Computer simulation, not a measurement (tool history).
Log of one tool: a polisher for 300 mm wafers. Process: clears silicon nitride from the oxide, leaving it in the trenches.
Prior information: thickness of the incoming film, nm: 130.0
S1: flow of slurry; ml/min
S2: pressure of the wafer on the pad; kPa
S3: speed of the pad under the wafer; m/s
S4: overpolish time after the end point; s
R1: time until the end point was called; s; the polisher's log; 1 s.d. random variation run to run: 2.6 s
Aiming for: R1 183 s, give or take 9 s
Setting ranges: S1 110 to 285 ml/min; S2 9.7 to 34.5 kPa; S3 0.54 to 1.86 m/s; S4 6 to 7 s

run,hour,S1,S2,S3,S4,R1
1,0,180,22.1,1.18,7,135.57
2,0.8,180,26.9,1.18,7,121.66
3,4.8,180,25.5,1.16,7,130.18
4,12.6,180,24.1,1.16,7,132
5,14.2,180,19.3,1.16,7,157.59
6,15.6,180,18.6,1.16,7,157.65
7,17.1,180,17.9,1.16,7,160.28
8,20.4,180,17.2,1.16,7,159.95
9,21.7,180,16.5,1.16,7,166.9
10,29.3,180,15.2,1.16,7,171.92

Exactly one of the 5 candidate moves below puts every result within its allowed miss. Which one?
A,36.9,190,11.7,1.4,6,?
B,36.9,230,13.8,1.1,6,?
C,36.9,180,19.3,1.06,7,?
D,36.9,190,12.4,1.34,6,?
E,36.9,175,15.2,1.24,7,?

move,R1
A,164.52
B,187.95
C,168.88
D,167.33
E,165.91
A: further off than the last run
B: all results in spec
C: further off than the last run
D: further off than the last run
E: further off than the last run
B is the move that brings every result within its allowed miss.

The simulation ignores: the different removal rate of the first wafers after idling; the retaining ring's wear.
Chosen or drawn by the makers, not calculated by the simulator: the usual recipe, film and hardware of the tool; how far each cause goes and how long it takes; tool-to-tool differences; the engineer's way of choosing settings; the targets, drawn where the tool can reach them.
